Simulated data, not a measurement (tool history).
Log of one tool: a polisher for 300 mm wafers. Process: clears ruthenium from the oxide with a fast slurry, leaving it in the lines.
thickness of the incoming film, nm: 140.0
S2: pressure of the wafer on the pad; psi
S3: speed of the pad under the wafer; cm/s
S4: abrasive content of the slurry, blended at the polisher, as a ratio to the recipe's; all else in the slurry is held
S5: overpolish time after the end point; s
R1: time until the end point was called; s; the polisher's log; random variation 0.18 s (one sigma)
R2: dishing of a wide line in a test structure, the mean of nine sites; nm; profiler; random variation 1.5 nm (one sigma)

Run 1, hour 0.0: flow of slurry (ml/min) 215, S2 3.1 psi, S3 106 cm/s, S4 1.0, S5 29 s. Result: R1 26.454 s, R2 75.180 nm.
Run 2, hour 1.8: flow of slurry (ml/min) 220, S2 3.3 psi, S3 106 cm/s, S4 1.0, S5 27 s. Result: R1 24.982 s, R2 73.720 nm.
Run 3, hour 7.6: flow of slurry (ml/min) 220, S2 3.4 psi, S3 106 cm/s, S4 1.0, S5 26 s. Result: R1 24.251 s, R2 76.057 nm.
Run 4, hour 9.0: flow of slurry (ml/min) 220, S2 3.4 psi, S3 106 cm/s, S4 1.0, S5 34 s. Result: R1 24.079 s, R2 85.618 nm.
Run 5, hour 17.2: flow of slurry (ml/min) 225, S2 3.5 psi, S3 106 cm/s, S4 1.0, S5 30 s. Result: R1 23.539 s, R2 77.443 nm.
Run 6, hour 21.4: flow of slurry (ml/min) 225, S2 3.9 psi, S3 106 cm/s, S4 1.0, S5 30 s. Result: R1 21.261 s, R2 81.817 nm.

The next listed run, before its measurement:
Run 7, hour 25.3: flow of slurry (ml/min) 225, S2 3.9 psi, S3 106 cm/s, S4 1.0, S5 28 s. Result: R1 ?, R2 ?.

R1: 21.246 s
R2: 79.175 nm
